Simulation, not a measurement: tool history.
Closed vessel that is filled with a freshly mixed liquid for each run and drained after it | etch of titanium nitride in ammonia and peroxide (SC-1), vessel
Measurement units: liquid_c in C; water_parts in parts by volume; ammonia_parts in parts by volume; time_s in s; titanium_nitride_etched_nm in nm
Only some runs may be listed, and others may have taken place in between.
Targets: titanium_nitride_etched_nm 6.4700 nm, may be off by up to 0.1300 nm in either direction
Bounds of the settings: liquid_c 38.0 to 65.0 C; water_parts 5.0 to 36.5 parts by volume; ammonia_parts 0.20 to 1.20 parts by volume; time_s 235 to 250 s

{"run": 1, "hour": 0.0, "liquid_c": 49.0, "water_parts": 20.5, "ammonia_parts": 0.9, "time_s": 235, "titanium_nitride_etched_nm": 9.2437}
{"run": 2, "hour": 5.1, "liquid_c": 47.5, "water_parts": 20.5, "ammonia_parts": 0.9, "time_s": 235, "titanium_nitride_etched_nm": 8.3845}
{"run": 3, "hour": 12.1, "liquid_c": 47.5, "water_parts": 20.5, "ammonia_parts": 0.9, "time_s": 250, "titanium_nitride_etched_nm": 8.8933}
{"run": 4, "hour": 15.3, "liquid_c": 47.5, "water_parts": 15.5, "ammonia_parts": 0.9, "time_s": 250, "titanium_nitride_etched_nm": 10.341}
{"run": 5, "hour": 17.6, "liquid_c": 45.5, "water_parts": 15.5, "ammonia_parts": 0.9, "time_s": 250, "titanium_nitride_etched_nm": 8.9338}
{"run": 6, "hour": 22.5, "liquid_c": 44.0, "water_parts": 15.5, "ammonia_parts": 0.9, "time_s": 250, "titanium_nitride_etched_nm": 8.1348}
{"run": 7, "hour": 31.2, "liquid_c": 43.0, "water_parts": 15.5, "ammonia_parts": 0.9, "time_s": 250, "titanium_nitride_etched_nm": 7.5186}
{"run": 8, "hour": 36.1, "liquid_c": 42.5, "water_parts": 15.5, "ammonia_parts": 0.9, "time_s": 250, "titanium_nitride_etched_nm": 7.2582}
{"hour": 39.7, "done": "ammonia flow meter replaced"}
{"run": 9, "hour": 39.7, "liquid_c": 42.0, "water_parts": 15.5, "ammonia_parts": 0.9, "time_s": 250, "titanium_nitride_etched_nm": 6.9099}
{"run": 10, "hour": 46.3, "liquid_c": 41.5, "water_parts": 15.5, "ammonia_parts": 0.9, "time_s": 250, "titanium_nitride_etched_nm": 6.5572}
{"run": 11, "hour": 54.7, "liquid_c": 41.5, "water_parts": 15.5, "ammonia_parts": 0.9, "time_s": 250, "titanium_nitride_etched_nm": 6.644}

Consider the 5 candidate settings below. Which is the only one whose results all fall within their allowed miss of target?
{"run": "A", "hour": 63.1, "liquid_c": 43.0, "water_parts": 17.0, "ammonia_parts": 0.75, "time_s": 250, "titanium_nitride_etched_nm": "?"}
{"run": "B", "hour": 63.1, "liquid_c": 41.5, "water_parts": 14.5, "ammonia_parts": 1.15, "time_s": 235, "titanium_nitride_etched_nm": "?"}
{"run": "C", "hour": 63.1, "liquid_c": 42.0, "water_parts": 14.0, "ammonia_parts": 0.65, "time_s": 250, "titanium_nitride_etched_nm": "?"}
{"run": "D", "hour": 63.1, "liquid_c": 43.0, "water_parts": 19.0, "ammonia_parts": 1.15, "time_s": 235, "titanium_nitride_etched_nm": "?"}
{"run": "E", "hour": 63.1, "liquid_c": 42.5, "water_parts": 15.5, "ammonia_parts": 1.0, "time_s": 240, "titanium_nitride_etched_nm": "?"}

move=A titanium_nitride_etched_nm=6.8264
move=B titanium_nitride_etched_nm=6.7259
move=C titanium_nitride_etched_nm=6.8729
move=D titanium_nitride_etched_nm=6.5022
move=E titanium_nitride_etched_nm=6.9758
A: lands further from the targets than the last run did
B: lands further from the targets than the last run did
C: lands further from the targets than the last run did
D: each result inside its tolerance
E: lands further from the targets than the last run did
So the answer is move D, the one that meets all the targets.
